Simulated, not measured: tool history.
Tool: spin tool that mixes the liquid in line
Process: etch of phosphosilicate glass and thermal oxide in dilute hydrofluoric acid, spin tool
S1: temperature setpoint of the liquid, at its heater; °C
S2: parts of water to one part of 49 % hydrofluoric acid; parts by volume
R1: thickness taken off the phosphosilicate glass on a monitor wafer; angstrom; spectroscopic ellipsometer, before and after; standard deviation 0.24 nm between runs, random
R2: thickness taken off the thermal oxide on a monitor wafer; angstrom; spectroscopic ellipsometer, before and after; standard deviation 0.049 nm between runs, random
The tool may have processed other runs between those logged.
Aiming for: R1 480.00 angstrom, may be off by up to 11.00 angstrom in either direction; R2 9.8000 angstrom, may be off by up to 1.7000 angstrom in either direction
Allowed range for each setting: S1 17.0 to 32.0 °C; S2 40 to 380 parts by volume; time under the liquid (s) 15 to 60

{"run": 1, "hour": 0.0, "S1": 24.0, "S2": 210, "time under the liquid (s)": 30, "R1": 272.69, "R2": 5.3797}
{"run": 2, "hour": 8.1, "S1": 24.0, "S2": 245, "time under the liquid (s)": 30, "R1": 226.87, "R2": 4.4648}
{"run": 3, "hour": 13.4, "S1": 24.0, "S2": 200, "time under the liquid (s)": 30, "R1": 289.96, "R2": 6.0574}
{"run": 4, "hour": 21.8, "S1": 25.0, "S2": 195, "time under the liquid (s)": 30, "R1": 310.53, "R2": 6.9031}
{"run": 5, "hour": 28.3, "S1": 25.0, "S2": 190, "time under the liquid (s)": 30, "R1": 319.22, "R2": 6.3561}
{"run": 6, "hour": 33.7, "S1": 23.0, "S2": 190, "time under the liquid (s)": 30, "R1": 295.53, "R2": 6.5779}
{"run": 7, "hour": 41.5, "S1": 24.0, "S2": 185, "time under the liquid (s)": 30, "R1": 321.43, "R2": 6.6973}
{"run": 8, "hour": 45.1, "S1": 25.0, "S2": 180, "time under the liquid (s)": 30, "R1": 340.5, "R2": 6.741}
{"run": 9, "hour": 51.1, "S1": 25.5, "S2": 175, "time under the liquid (s)": 30, "R1": 362.1, "R2": 7.2753}
{"run": 10, "hour": 58.5, "S1": 26.0, "S2": 175, "time under the liquid (s)": 30, "R1": 369.5, "R2": 7.367}
{"run": 11, "hour": 65.4, "S1": 26.0, "S2": 175, "time under the liquid (s)": 30, "R1": 369.78, "R2": 6.737}
{"run": 12, "hour": 68.4, "S1": 26.0, "S2": 170, "time under the liquid (s)": 30, "R1": 382.06, "R2": 7.789}
{"run": 13, "hour": 76.5, "S1": 26.5, "S2": 170, "time under the liquid (s)": 30, "R1": 386.85, "R2": 7.9097}
{"run": 14, "hour": 81.0, "S1": 27.0, "S2": 170, "time under the liquid (s)": 30, "R1": 390.35, "R2": 8.3419}
{"run": 15, "hour": 88.4, "S1": 27.5, "S2": 170, "time under the liquid (s)": 30, "R1": 400.98, "R2": 8.3786}
{"run": 16, "hour": 95.1, "S1": 27.5, "S2": 170, "time under the liquid (s)": 30, "R1": 401.66, "R2": 8.8705}
{"run": 17, "hour": 100.3, "S1": 28.5, "S2": 160, "time under the liquid (s)": 30, "R1": 449.83, "R2": 9.8804}

Of the 5 settings listed for the next run, only one would bring every result within its allowed miss of target. Which one?
{"run": "A", "hour": 105.5, "S1": 25.0, "S2": 140, "time under the liquid (s)": 30, "R1": "?", "R2": "?"}
{"run": "B", "hour": 105.5, "S1": 32.0, "S2": 205, "time under the liquid (s)": 35, "R1": "?", "R2": "?"}
{"run": "C", "hour": 105.5, "S1": 25.0, "S2": 155, "time under the liquid (s)": 35, "R1": "?", "R2": "?"}
{"run": "D", "hour": 105.5, "S1": 23.5, "S2": 120, "time under the liquid (s)": 30, "R1": "?", "R2": "?"}
{"run": "E", "hour": 105.5, "S1": 25.0, "S2": 145, "time under the liquid (s)": 30, "R1": "?", "R2": "?"}

move=A R1=461.68 R2=9.3568
move=B R1=436.56 R2=8.8476
move=C R1=478.01 R2=9.6877
move=D R1=520.43 R2=10.5470
move=E R1=443.14 R2=8.9809
A: an improvement on the last run, though not all results are within tolerance
B: its largest miss is bigger than the last run's
C: each result inside its tolerance
D: takes the result that was furthest off past its target
E: its largest miss is bigger than the last run's
C meets every target.
